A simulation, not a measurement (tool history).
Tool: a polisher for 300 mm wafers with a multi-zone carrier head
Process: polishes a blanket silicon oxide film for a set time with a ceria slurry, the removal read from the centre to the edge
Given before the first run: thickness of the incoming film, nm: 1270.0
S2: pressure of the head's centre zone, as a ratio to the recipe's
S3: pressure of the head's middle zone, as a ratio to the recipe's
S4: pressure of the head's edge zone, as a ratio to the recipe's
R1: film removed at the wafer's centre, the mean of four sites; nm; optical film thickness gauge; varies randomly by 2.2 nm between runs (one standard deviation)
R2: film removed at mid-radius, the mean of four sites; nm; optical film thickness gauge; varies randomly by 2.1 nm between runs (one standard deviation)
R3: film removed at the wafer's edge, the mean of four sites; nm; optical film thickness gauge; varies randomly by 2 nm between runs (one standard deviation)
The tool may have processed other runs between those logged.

run 1 hour=0 | flow_of_slurry_(ml/min)=245 S2=1 S3=1 S4=1 polishing_time_(s)=48 | R1=234.05 R2=244.07 R3=237.21
run 2 hour=3.3 | flow_of_slurry_(ml/min)=245 S2=1.02 S3=0.98 S4=0.99 polishing_time_(s)=45 | R1=232.42 R2=224.85 R3=218.36
run 3 hour=10.8 | flow_of_slurry_(ml/min)=245 S2=1.02 S3=0.98 S4=0.99 polishing_time_(s)=40 | R1=201.35 R2=210.59 R3=196.46
run 4 hour=16.6 | flow_of_slurry_(ml/min)=235 S2=1.04 S3=0.95 S4=1 polishing_time_(s)=38 | R1=191.66 R2=187.92 R3=184.96
run 5 hour=25.1 | flow_of_slurry_(ml/min)=235 S2=1.04 S3=0.95 S4=0.95 polishing_time_(s)=38 | R1=195.25 R2=186.57 R3=181.18
run 6 hour=28.2 | flow_of_slurry_(ml/min)=190 S2=1.04 S3=0.95 S4=0.95 polishing_time_(s)=38 | R1=187.04 R2=183.69 R3=178.86

For run 7, what comes out?
run 7 hour=33.3 | flow_of_slurry_(ml/min)=190 S2=1.05 S3=0.93 S4=0.94 polishing_time_(s)=37 | R1=? R2=? R3=?

{"run 7": {"R1": 183.54, "R2": 178.52, "R3": 172.33}}
